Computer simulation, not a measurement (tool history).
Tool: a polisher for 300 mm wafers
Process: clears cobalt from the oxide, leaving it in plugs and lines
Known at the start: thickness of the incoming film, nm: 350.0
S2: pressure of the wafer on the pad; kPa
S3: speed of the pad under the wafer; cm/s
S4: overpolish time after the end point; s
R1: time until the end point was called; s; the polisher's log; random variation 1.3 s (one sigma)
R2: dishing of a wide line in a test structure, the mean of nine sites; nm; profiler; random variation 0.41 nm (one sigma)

run 1 hour=0.0 | flow_of_slurry_(ml/min)=190 S2=12.4 S3=86 S4=14 | R1=102.350 R2=29.918
run 2 hour=7.9 | flow_of_slurry_(ml/min)=190 S2=15.2 S3=86 S4=14 | R1=86.348 R2=32.004
run 3 hour=16.0 | flow_of_slurry_(ml/min)=185 S2=13.1 S3=86 S4=13 | R1=96.247 R2=29.908
run 4 hour=24.4 | flow_of_slurry_(ml/min)=185 S2=15.2 S3=86 S4=13 | R1=87.488 R2=31.085
run 5 hour=30.4 | flow_of_slurry_(ml/min)=185 S2=15.2 S3=100 S4=13 | R1=74.778 R2=33.257
run 6 hour=35.4 | flow_of_slurry_(ml/min)=185 S2=15.2 S3=100 S4=11 | R1=74.235 R2=30.924
run 7 hour=43.2 | flow_of_slurry_(ml/min)=185 S2=15.2 S3=100 S4=11 | R1=74.451 R2=30.473
run 8 hour=45.4 | flow_of_slurry_(ml/min)=180 S2=12.4 S3=98 S4=11 | R1=89.000 R2=26.987

Run 9 comes next. What will it give?
run 9 hour=53.7 | flow_of_slurry_(ml/min)=180 S2=10.3 S3=96 S4=12 | R1=? R2=?

{"run 9": {"R1": 102.57, "R2": 25.676}}
